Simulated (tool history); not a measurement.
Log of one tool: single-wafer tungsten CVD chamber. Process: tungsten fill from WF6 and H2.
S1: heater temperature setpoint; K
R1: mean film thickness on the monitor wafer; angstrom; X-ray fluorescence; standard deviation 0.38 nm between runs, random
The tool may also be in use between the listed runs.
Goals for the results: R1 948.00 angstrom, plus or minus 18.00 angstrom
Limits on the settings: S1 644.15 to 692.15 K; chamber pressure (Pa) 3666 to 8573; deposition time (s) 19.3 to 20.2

run 1 hour=0.0 | S1=668.15 chamber_pressure_(Pa)=6119 deposition_time_(s)=20.2 | R1=648.98
run 2 hour=0.9 | S1=673.15 chamber_pressure_(Pa)=6146 deposition_time_(s)=20.2 | R1=700.65
run 3 hour=7.9 | S1=677.15 chamber_pressure_(Pa)=6173 deposition_time_(s)=20.2 | R1=755.49
run 4 hour=9.0 | S1=680.15 chamber_pressure_(Pa)=6186 deposition_time_(s)=20.2 | R1=788.24
run 5 hour=13.7 | S1=675.15 chamber_pressure_(Pa)=6186 deposition_time_(s)=20.2 | R1=733.20
run 6 hour=16.4 | S1=679.15 chamber_pressure_(Pa)=6213 deposition_time_(s)=20.2 | R1=782.74
run 7 hour=18.8 | S1=682.15 chamber_pressure_(Pa)=6226 deposition_time_(s)=20.2 | R1=817.70
run 8 hour=24.8 | S1=684.15 chamber_pressure_(Pa)=6239 deposition_time_(s)=20.2 | R1=847.39

Of the 4 settings listed for the next run, only one would bring every result within its allowed miss of target. Which one?
run A hour=30.8 | S1=688.15 chamber_pressure_(Pa)=6119 deposition_time_(s)=20.2 | R1=?
run B hour=30.8 | S1=688.15 chamber_pressure_(Pa)=7253 deposition_time_(s)=19.7 | R1=?
run C hour=30.8 | S1=677.15 chamber_pressure_(Pa)=6613 deposition_time_(s)=19.3 | R1=?
run D hour=30.8 | S1=680.15 chamber_pressure_(Pa)=5840 deposition_time_(s)=19.3 | R1=?

move=A R1=880.01
move=B R1=939.91
move=C R1=742.57
move=D R1=726.56
A: closes in on the targets versus the last run, not all within tolerance yet
B: hits every target within its allowed miss
C: its largest miss is bigger than the last run's
D: its largest miss is bigger than the last run's
Correct choice: B, which meets every target
